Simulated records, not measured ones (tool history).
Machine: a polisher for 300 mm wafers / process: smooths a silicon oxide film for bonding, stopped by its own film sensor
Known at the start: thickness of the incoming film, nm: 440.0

run	hour	flow of slurry (ml/min)	pressure of the wafer on the pad (kPa)	speed of the pad under the wafer (m/s)	abrasive content of the slurry	target thickness at which the film sensor stops the polish (nm)	time until the film sensor stopped the polish (s)
1	0.0	155	11.7	0.76	1.0	402	77.705
2	1.3	155	9.7	0.76	1.0	402	94.799
3	9.5	155	9.0	0.76	1.0	402	100.150
4	17.8	155	9.0	0.92	1.0	402	92.937
# hour 19.7: worn pad replaced by a new one
5	19.7	155	7.6	0.92	1.0	402	100.210
6	26.4	120	7.6	0.92	1.0	402	102.380

Run 7 comes next. What will it give?
7	34.2	120	6.9	0.90	1.0	402	?

{"run 7": {"time until the film sensor stopped the polish (s)": 119.26}}

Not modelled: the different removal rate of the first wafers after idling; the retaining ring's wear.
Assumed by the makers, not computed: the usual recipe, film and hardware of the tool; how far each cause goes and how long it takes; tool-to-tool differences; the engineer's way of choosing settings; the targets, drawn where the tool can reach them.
